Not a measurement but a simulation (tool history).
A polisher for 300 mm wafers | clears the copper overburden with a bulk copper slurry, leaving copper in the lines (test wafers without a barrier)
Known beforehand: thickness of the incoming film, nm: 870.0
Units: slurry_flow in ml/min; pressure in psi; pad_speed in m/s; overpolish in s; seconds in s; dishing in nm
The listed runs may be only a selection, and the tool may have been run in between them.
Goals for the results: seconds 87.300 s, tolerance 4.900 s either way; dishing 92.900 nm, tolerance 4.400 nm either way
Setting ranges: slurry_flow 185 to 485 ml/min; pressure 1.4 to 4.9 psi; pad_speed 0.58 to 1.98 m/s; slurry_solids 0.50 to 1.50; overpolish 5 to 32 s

| run | hour | slurry_flow | pressure | pad_speed | slurry_solids | overpolish | seconds | dishing |
|---|---|---|---|---|---|---|---|---|
| 1 | 0.0 | 310 | 3.1 | 1.28 | 1.00 | 16 | 63.659 | 114.580 |
| 2 | 4.4 | 310 | 3.1 | 1.28 | 1.10 | 16 | 62.121 | 114.820 |
| 3 | 13.0 | 310 | 2.4 | 1.28 | 1.10 | 16 | 78.855 | 95.673 |
| 4 | 20.0 | 345 | 2.4 | 1.28 | 1.10 | 16 | 76.735 | 96.543 |
| 5 | 25.5 | 340 | 2.4 | 1.28 | 1.10 | 16 | 78.707 | 95.734 |
| 6 | 30.4 | 405 | 2.4 | 1.28 | 1.10 | 16 | 77.904 | 97.566 |
| 7 | 33.9 | 405 | 2.4 | 1.28 | 1.10 | 16 | 74.696 | 96.410 |
| 8 | 41.1 | 400 | 2.3 | 1.28 | 1.10 | 16 | 79.541 | 94.456 |

Of the 5 settings listed for the next run, only one would bring every result within its allowed miss of target. Which one?
| A | 48.3 | 460 | 2.4 | 1.52 | 0.75 | 14 | ? | ? |
| B | 48.3 | 305 | 2.2 | 1.20 | 1.40 | 17 | ? | ? |
| C | 48.3 | 455 | 2.8 | 1.16 | 1.00 | 15 | ? | ? |
| D | 48.3 | 480 | 2.6 | 1.14 | 1.00 | 17 | ? | ? |
| E | 48.3 | 360 | 2.2 | 1.22 | 1.10 | 22 | ? | ? |

| move | seconds | dishing |
|---|---|---|
| A | 72.332 | 93.443 |
| B | 85.038 | 93.368 |
| C | 73.582 | 99.113 |
| D | 80.008 | 99.899 |
| E | 87.979 | 104.040 |
A: lands further from the targets than the last run did
B: in spec on every target
C: lands further from the targets than the last run did
D: no nearer and no further than the last run
E: brings the result that was furthest off to its target, and leaves another outside
B is the move that brings every result within its allowed miss.
